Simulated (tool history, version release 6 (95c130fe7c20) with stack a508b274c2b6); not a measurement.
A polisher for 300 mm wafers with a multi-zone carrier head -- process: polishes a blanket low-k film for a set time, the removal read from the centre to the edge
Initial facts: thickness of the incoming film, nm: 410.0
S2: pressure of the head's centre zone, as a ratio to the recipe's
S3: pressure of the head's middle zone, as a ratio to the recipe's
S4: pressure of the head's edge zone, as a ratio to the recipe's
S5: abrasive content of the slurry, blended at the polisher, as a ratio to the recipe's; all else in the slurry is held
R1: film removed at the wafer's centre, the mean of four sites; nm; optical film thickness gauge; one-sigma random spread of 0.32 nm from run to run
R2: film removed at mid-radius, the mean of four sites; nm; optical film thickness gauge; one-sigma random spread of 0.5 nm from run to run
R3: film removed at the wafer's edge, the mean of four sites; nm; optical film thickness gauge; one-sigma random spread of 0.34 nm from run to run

run 1 day=0 | flow_of_slurry_(ml/min)=280 S2=1 S3=1 S4=1 S5=1 polishing_time_(s)=87 | R1=33.882 R2=32.881 R3=32.288
run 2 day=0.079 | flow_of_slurry_(ml/min)=280 S2=1 S3=0.92 S4=1 S5=1 polishing_time_(s)=87 | R1=33.966 R2=31.526 R3=31.863
run 3 day=0.338 | flow_of_slurry_(ml/min)=280 S2=0.99 S3=0.93 S4=1.04 S5=1.1 polishing_time_(s)=87 | R1=35.768 R2=32.95 R3=33.911
run 4 day=0.362 | flow_of_slurry_(ml/min)=275 S2=0.96 S3=0.94 S4=1.07 S5=1.2 polishing_time_(s)=88 | R1=35.986 R2=35.349 R3=36.351
run 5 day=0.621 | flow_of_slurry_(ml/min)=275 S2=0.96 S3=0.94 S4=1.1 S5=1.2 polishing_time_(s)=88 | R1=35.707 R2=34.532 R3=36.88
run 6 day=0.858 | flow_of_slurry_(ml/min)=280 S2=0.96 S3=0.95 S4=1.12 S5=1.25 polishing_time_(s)=88 | R1=37.287 R2=36.534 R3=38.055
run 7 day=1.188 | flow_of_slurry_(ml/min)=280 S2=0.95 S3=0.94 S4=1.14 S5=1.3 polishing_time_(s)=88 | R1=37.226 R2=36.911 R3=39.125
run 8 day=1.3 | flow_of_slurry_(ml/min)=285 S2=0.94 S3=0.94 S4=1.15 S5=1.35 polishing_time_(s)=88 | R1=37.221 R2=37.057 R3=40.522
run 9 day=1.329 | flow_of_slurry_(ml/min)=295 S2=0.94 S3=0.95 S4=1.16 S5=1.35 polishing_time_(s)=88 | R1=36.865 R2=38.07 R3=40.464

What will run 10 give?
run 10 day=1.396 | flow_of_slurry_(ml/min)=295 S2=0.94 S3=0.95 S4=1.17 S5=1.4 polishing_time_(s)=88 | R1=? R2=? R3=?

R1: 37.314 nm
R2: 37.593 nm
R3: 41.416 nm

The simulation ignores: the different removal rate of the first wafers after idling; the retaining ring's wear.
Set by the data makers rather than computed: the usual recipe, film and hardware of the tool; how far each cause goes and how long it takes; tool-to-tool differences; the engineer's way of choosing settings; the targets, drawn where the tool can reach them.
